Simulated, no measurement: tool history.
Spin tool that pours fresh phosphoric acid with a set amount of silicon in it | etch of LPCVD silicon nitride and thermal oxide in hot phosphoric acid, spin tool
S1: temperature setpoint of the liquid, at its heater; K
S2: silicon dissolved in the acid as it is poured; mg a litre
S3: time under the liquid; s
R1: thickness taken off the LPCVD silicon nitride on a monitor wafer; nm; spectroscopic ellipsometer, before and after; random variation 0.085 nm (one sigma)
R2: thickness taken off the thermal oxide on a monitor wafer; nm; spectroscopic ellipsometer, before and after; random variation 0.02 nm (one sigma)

run	day	S1	S2	S3	R1	R2
1	0.000	434.15	26.5	180	16.2440	0.24726
2	0.300	433.65	25.5	160	13.9720	0.20176
3	0.433	432.65	23.0	150	12.8670	0.19810
4	0.796	432.65	23.0	110	9.3849	0.17307
5	1.058	432.65	24.0	110	9.2989	0.13703
6	1.292	432.65	30.5	110	9.3516	0.11726

The next listed run, before its measurement:
7	1.442	432.65	29.5	110	?	?

R1: 9.4082 nm
R2: 0.13555 nm
